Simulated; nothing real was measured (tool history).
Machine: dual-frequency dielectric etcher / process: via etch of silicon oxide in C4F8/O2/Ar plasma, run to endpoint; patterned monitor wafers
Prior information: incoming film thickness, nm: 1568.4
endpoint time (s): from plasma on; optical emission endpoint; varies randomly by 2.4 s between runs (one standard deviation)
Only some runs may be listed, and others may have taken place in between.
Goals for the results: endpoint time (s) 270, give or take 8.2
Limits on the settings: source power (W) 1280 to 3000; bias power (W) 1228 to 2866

run,hour,source power (W),bias power (W),endpoint time (s)
1,0,2140,2047,302.36
2,2.8,2140,1718,329.45
3,5.9,2250,1775,317.96
4,9.3,1870,1775,352.48
5,11.4,2010,1803,332.76
6,16.6,2130,1832,326.99
7,19.3,2250,1863,308.19
8,20.7,2320,1877,309.68
9,22.3,2410,1912,300.84
10,27.6,2480,1936,290.6
11,30.6,2520,1948,288.52
12,35.5,2560,1960,285.92
13,42.7,2600,1971,289.15
14,51.4,2650,1993,280.01
15,55.6,2670,2001,280.93

Below are 4 possible settings for the next run. Only one of them brings all results inside the allowed miss of their targets. Which is it?
A,59.8,3000,1610,?
B,59.8,2600,1985,?
C,59.8,2830,1720,?
D,59.8,2560,2261,?

move,endpoint time (s)
A,292.77
B,283.6
C,291.44
D,269.46
A: moves away from the targets compared with the last run
B: moves away from the targets compared with the last run
C: moves away from the targets compared with the last run
D: each result inside its tolerance
So the answer is move D, the one that meets all the targets.

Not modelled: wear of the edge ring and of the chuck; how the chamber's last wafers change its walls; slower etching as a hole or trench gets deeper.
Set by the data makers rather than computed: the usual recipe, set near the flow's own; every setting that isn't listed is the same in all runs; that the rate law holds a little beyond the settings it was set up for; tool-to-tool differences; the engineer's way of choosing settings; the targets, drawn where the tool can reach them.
